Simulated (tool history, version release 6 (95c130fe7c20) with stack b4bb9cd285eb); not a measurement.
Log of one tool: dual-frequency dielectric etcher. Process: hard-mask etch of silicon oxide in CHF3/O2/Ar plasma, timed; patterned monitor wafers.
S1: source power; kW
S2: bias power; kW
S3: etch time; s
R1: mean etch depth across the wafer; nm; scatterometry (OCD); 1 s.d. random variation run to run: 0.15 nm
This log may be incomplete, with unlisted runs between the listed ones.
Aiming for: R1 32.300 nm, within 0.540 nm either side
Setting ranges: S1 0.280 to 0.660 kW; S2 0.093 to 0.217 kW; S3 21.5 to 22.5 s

{"run": 1, "day": 0.0, "S1": 0.47, "S2": 0.155, "S3": 21.5, "R1": 35.115}
{"run": 2, "day": 0.196, "S1": 0.47, "S2": 0.164, "S3": 21.5, "R1": 35.649}
{"run": 3, "day": 0.383, "S1": 0.47, "S2": 0.164, "S3": 22.5, "R1": 37.329}
{"run": 4, "day": 0.638, "S1": 0.44, "S2": 0.162, "S3": 22.5, "R1": 36.555}
{"run": 5, "day": 0.688, "S1": 0.51, "S2": 0.162, "S3": 22.5, "R1": 38.7}
{"run": 6, "day": 0.888, "S1": 0.55, "S2": 0.162, "S3": 22.5, "R1": 39.32}
{"run": 7, "day": 0.975, "S1": 0.51, "S2": 0.157, "S3": 22.5, "R1": 38.465}
{"day": 1.346, "done": "bias power generator calibrated"}
{"run": 8, "day": 1.346, "S1": 0.47, "S2": 0.153, "S3": 22.5, "R1": 36.84}
{"run": 9, "day": 1.654, "S1": 0.44, "S2": 0.151, "S3": 22.5, "R1": 35.679}
{"run": 10, "day": 1.721, "S1": 0.42, "S2": 0.15, "S3": 22.5, "R1": 35.059}

Pick the move, out of 4, that brings all results within their allowed miss; only one does.
{"run": "A", "day": 1.788, "S1": 0.39, "S2": 0.15, "S3": 22.0, "R1": "?"}
{"run": "B", "day": 1.788, "S1": 0.4, "S2": 0.153, "S3": 22.0, "R1": "?"}
{"run": "C", "day": 1.788, "S1": 0.36, "S2": 0.114, "S3": 22.5, "R1": "?"}
{"run": "D", "day": 1.788, "S1": 0.29, "S2": 0.192, "S3": 22.5, "R1": "?"}

move=A R1=33.484
move=B R1=33.942
move=C R1=31.461
move=D R1=32.562
A: moves toward the targets from the last run without getting all of them in spec
B: moves toward the targets from the last run without getting all of them in spec
C: moves the result that the last run missed by most past its target, out the other side
D: every result lands within tolerance
Answer: D
